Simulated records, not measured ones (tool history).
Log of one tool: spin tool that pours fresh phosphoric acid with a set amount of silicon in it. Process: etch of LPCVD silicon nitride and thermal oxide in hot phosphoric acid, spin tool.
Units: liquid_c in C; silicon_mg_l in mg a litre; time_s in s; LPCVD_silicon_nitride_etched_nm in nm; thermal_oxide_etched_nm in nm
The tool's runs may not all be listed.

| run | hour | liquid_c | silicon_mg_l | time_s | LPCVD_silicon_nitride_etched_nm | thermal_oxide_etched_nm |
|---|---|---|---|---|---|---|
| 1 | 0 | 162 | 11 | 180 | 20.194 | 0.50895 |
| 2 | 8.6 | 161 | 11 | 180 | 19.533 | 0.43872 |
| 3 | 14.8 | 161 | 11 | 250 | 26.899 | 0.57567 |
| 4 | 21.4 | 160.5 | 9.5 | 210 | 22.199 | 0.55445 |
| 5 | 23.5 | 159 | 9.5 | 210 | 21.244 | 0.53871 |
| 6 | 25.2 | 157 | 9.5 | 210 | 19.779 | 0.39013 |
| 7 | 26.5 | 157 | 8.5 | 180 | 16.975 | 0.37631 |
| 8 | 33.8 | 157 | 8.5 | 155 | 14.657 | 0.30536 |
| 9 | 37.9 | 157 | 7.5 | 135 | 12.769 | 0.26877 |
| 10 | 41.8 | 157 | 6.5 | 120 | 11.343 | 0.26237 |
| 11 | 49.9 | 157 | 6 | 110 | 10.298 | 0.22817 |
| 12 | 56.5 | 157 | 5 | 105 | 9.8876 | 0.22794 |
| 13 | 65.2 | 157 | 4 | 100 | 9.3944 | 0.21792 |
| 14 | 71.4 | 157 | 3.5 | 95 | 8.8637 | 0.22076 |
| 15 | 79.8 | 157 | 3 | 90 | 8.5027 | 0.18772 |
| 16 | 81.9 | 157.5 | 2.5 | 85 | 8.1422 | 0.16184 |
| 17 | 85.1 | 157 | 0 | 65 | 6.1159 | 0.17855 |
| 18 | 86.3 | 157.5 | 0.5 | 65 | 6.2341 | 0.15583 |

Forecast run 19:
| 19 | 93.1 | 157.5 | 1 | 65 | ? | ? |

{"run 19": {"LPCVD_silicon_nitride_etched_nm": 6.2073, "thermal_oxide_etched_nm": 0.17326}}

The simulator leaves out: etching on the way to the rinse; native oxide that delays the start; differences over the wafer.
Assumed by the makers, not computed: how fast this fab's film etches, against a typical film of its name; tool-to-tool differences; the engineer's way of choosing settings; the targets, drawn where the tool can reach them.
